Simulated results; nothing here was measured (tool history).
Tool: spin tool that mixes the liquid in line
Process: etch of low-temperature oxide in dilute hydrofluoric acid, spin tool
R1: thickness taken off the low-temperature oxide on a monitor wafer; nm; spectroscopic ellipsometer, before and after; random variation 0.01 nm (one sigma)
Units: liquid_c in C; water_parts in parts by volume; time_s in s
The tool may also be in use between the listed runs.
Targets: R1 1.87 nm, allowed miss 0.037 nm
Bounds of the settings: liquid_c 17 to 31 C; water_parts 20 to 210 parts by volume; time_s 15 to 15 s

run 1 hour=0 | liquid_c=23 water_parts=115 time_s=15 | R1=2.0617
run 2 hour=1.5 | liquid_c=22 water_parts=115 time_s=15 | R1=1.9551
run 3 hour=9.6 | liquid_c=22 water_parts=95 time_s=15 | R1=2.4305
run 4 hour=11.5 | liquid_c=19 water_parts=95 time_s=15 | R1=2.1523
run 5 hour=19 | liquid_c=19 water_parts=95 time_s=15 | R1=2.157
run 6 hour=26.4 | liquid_c=18.5 water_parts=95 time_s=15 | R1=2.1136
run 7 hour=30.4 | liquid_c=18 water_parts=95 time_s=15 | R1=2.0635
run 8 hour=39.4 | liquid_c=17.5 water_parts=95 time_s=15 | R1=2.0365

4 next moves are on the table. One of them brings every result within its allowed miss. Which?
run A hour=48.4 | liquid_c=19 water_parts=105 time_s=15 | R1=?
run B hour=48.4 | liquid_c=17 water_parts=100 time_s=15 | R1=?
run C hour=48.4 | liquid_c=17 water_parts=95 time_s=15 | R1=?
run D hour=48.4 | liquid_c=17 water_parts=105 time_s=15 | R1=?

move=A R1=1.9285
move=B R1=1.8726
move=C R1=1.9815
move=D R1=1.7742
A: nearer than the last run, and not there yet
B: meets every target
C: nearer than the last run, and not there yet
D: takes the result that was furthest off past its target
The right move is B.
